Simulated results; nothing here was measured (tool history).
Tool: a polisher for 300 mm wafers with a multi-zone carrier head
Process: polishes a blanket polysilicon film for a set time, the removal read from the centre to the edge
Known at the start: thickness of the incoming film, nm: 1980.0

| run | hour | flow of slurry (ml/min) | pressure of the head's centre zone | pressure of the head's middle zone | pressure of the head's edge zone | polishing time (s) | film removed at the wafer's centre (angstrom) | film removed at mid-radius (angstrom) | film removed at the wafer's edge (angstrom) |
|---|---|---|---|---|---|---|---|---|---|
| 1 | 0.0 | 230 | 1.00 | 1.00 | 1.00 | 32 | 2091.7 | 2146.4 | 2181.0 |
| 2 | 1.7 | 230 | 1.00 | 1.02 | 0.95 | 30 | 1943.1 | 2040.1 | 1921.2 |
| 3 | 2.7 | 230 | 1.00 | 1.02 | 0.95 | 25 | 1637.3 | 1689.7 | 1656.6 |
| 4 | 5.2 | 230 | 1.00 | 1.02 | 1.02 | 25 | 1621.8 | 1745.1 | 1698.9 |
| 5 | 13.2 | 230 | 1.00 | 1.02 | 0.94 | 25 | 1609.3 | 1701.5 | 1623.1 |
| 6 | 21.5 | 230 | 1.00 | 1.02 | 0.94 | 29 | 1881.1 | 2009.3 | 1867.2 |
| 7 | 22.5 | 220 | 1.00 | 1.02 | 0.91 | 29 | 1874.1 | 1985.8 | 1806.3 |

Forecast run 8:
| 8 | 27.0 | 215 | 0.99 | 1.02 | 0.89 | 29 | ? | ? | ? |

{"run 8": {"film removed at the wafer's centre (angstrom)": 1845.2, "film removed at mid-radius (angstrom)": 1959.3, "film removed at the wafer's edge (angstrom)": 1809.9}}
